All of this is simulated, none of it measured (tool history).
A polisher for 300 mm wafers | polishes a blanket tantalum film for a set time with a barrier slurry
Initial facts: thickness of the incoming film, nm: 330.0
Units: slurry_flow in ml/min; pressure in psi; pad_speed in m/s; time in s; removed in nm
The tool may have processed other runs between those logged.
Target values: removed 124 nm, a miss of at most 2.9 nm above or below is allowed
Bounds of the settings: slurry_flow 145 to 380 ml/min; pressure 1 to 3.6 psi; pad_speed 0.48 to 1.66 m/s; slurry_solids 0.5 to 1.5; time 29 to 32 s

{"run": 1, "hour": 0.0, "slurry_flow": 245, "pressure": 2.3, "pad_speed": 1.06, "slurry_solids": 1, "time": 32, "removed": 61.825}
{"run": 2, "hour": 2.2, "slurry_flow": 245, "pressure": 2.3, "pad_speed": 1.3, "slurry_solids": 1, "time": 32, "removed": 72.601}
{"run": 3, "hour": 3.1, "slurry_flow": 245, "pressure": 2.3, "pad_speed": 1.3, "slurry_solids": 1, "time": 29, "removed": 66.038}
{"run": 4, "hour": 8.5, "slurry_flow": 245, "pressure": 2.3, "pad_speed": 1.3, "slurry_solids": 1, "time": 29, "removed": 65.718}
{"run": 5, "hour": 11.7, "slurry_flow": 250, "pressure": 2.6, "pad_speed": 1.32, "slurry_solids": 1, "time": 29, "removed": 75.357}
{"run": 6, "hour": 13.9, "slurry_flow": 250, "pressure": 2.6, "pad_speed": 1.32, "slurry_solids": 0.85, "time": 29, "removed": 69.876}
{"run": 7, "hour": 18.6, "slurry_flow": 250, "pressure": 2.8, "pad_speed": 1.38, "slurry_solids": 0.85, "time": 29, "removed": 77.827}
{"run": 8, "hour": 21.3, "slurry_flow": 255, "pressure": 3, "pad_speed": 1.44, "slurry_solids": 0.85, "time": 29, "removed": 86.032}
{"run": 9, "hour": 22.9, "slurry_flow": 255, "pressure": 3.1, "pad_speed": 1.5, "slurry_solids": 0.85, "time": 29, "removed": 91.896}
{"run": 10, "hour": 24.7, "slurry_flow": 255, "pressure": 3.2, "pad_speed": 1.54, "slurry_solids": 0.85, "time": 29, "removed": 97.226}
{"run": 11, "hour": 26.6, "slurry_flow": 255, "pressure": 3.3, "pad_speed": 1.56, "slurry_solids": 0.85, "time": 29, "removed": 101.25}
{"run": 12, "hour": 29.4, "slurry_flow": 260, "pressure": 3.4, "pad_speed": 1.58, "slurry_solids": 0.85, "time": 29, "removed": 105.97}
{"run": 13, "hour": 35.7, "slurry_flow": 260, "pressure": 3.4, "pad_speed": 1.6, "slurry_solids": 0.85, "time": 29, "removed": 107.17}
{"run": 14, "hour": 37.9, "slurry_flow": 260, "pressure": 3.4, "pad_speed": 1.62, "slurry_solids": 0.85, "time": 29, "removed": 108.54}
{"run": 15, "hour": 41.2, "slurry_flow": 260, "pressure": 3.5, "pad_speed": 1.64, "slurry_solids": 0.9, "time": 29, "removed": 115.19}

Exercise: of the 5 proposed moves below, exactly one satisfies all targets within the stated allowed misses. Which move is it?
{"run": "A", "hour": 44.5, "slurry_flow": 310, "pressure": 3.5, "pad_speed": 1.56, "slurry_solids": 0.9, "time": 30, "removed": "?"}
{"run": "B", "hour": 44.5, "slurry_flow": 235, "pressure": 3.5, "pad_speed": 1.64, "slurry_solids": 1, "time": 30, "removed": "?"}
{"run": "C", "hour": 44.5, "slurry_flow": 260, "pressure": 3.6, "pad_speed": 1.36, "slurry_solids": 1.1, "time": 29, "removed": "?"}
{"run": "D", "hour": 44.5, "slurry_flow": 280, "pressure": 3.6, "pad_speed": 1.66, "slurry_solids": 1.1, "time": 29, "removed": "?"}
{"run": "E", "hour": 44.5, "slurry_flow": 275, "pressure": 3.4, "pad_speed": 1.64, "slurry_solids": 0.85, "time": 31, "removed": "?"}

move=A removed=117.07
move=B removed=124.08
move=C removed=110.9
move=D removed=131.89
move=E removed=117.95
A: closer than the last run, but not yet in spec
B: in spec on every target
C: further off than the last run
D: moves the result that the last run missed by most past its target, out the other side
E: closer than the last run, but not yet in spec
Move B is the one to make.

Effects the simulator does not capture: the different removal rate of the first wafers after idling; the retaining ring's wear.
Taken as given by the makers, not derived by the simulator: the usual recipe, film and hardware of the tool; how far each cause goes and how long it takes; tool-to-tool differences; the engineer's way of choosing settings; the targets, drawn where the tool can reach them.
